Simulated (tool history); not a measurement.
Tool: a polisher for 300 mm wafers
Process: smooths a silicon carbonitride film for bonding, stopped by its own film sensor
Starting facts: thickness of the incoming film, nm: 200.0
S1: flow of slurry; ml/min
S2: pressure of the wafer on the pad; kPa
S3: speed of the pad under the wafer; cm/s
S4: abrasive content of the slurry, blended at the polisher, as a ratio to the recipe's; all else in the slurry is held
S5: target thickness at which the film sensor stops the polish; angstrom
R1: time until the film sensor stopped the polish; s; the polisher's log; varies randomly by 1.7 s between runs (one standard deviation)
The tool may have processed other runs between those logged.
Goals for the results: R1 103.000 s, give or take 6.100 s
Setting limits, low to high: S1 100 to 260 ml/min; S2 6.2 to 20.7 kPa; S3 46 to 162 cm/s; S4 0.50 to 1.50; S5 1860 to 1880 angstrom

run,day,S1,S2,S3,S4,S5,R1
1,0.000,165,13.1,104,1.00,1860,65.639
2,0.350,165,11.7,102,1.00,1860,74.187
3,0.721,165,10.3,100,1.00,1860,84.411
4,0.900,165,10.3,100,1.00,1860,87.116
5,0.962,165,9.7,100,1.00,1860,91.050
6,1.204,165,11.0,100,1.00,1860,77.142
7,1.508,165,10.3,98,1.00,1860,86.215
8,1.729,165,9.7,98,1.00,1860,91.304

Below are 5 possible settings for the next run. Only one of them brings all results inside the allowed miss of their targets. Which is it?
A,1.950,170,10.3,82,1.10,1860,?
B,1.950,160,7.6,92,1.05,1860,?
C,1.950,165,9.0,100,1.20,1860,?
D,1.950,145,11.0,66,0.75,1880,?
E,1.950,160,9.7,100,1.10,1860,?

move,R1
A,90.377
B,117.520
C,89.849
D,100.520
E,87.222
A: lands further from the targets than the last run did
B: takes the result that was furthest off past its target
C: lands further from the targets than the last run did
D: meets every target
E: lands further from the targets than the last run did
The right move is D.

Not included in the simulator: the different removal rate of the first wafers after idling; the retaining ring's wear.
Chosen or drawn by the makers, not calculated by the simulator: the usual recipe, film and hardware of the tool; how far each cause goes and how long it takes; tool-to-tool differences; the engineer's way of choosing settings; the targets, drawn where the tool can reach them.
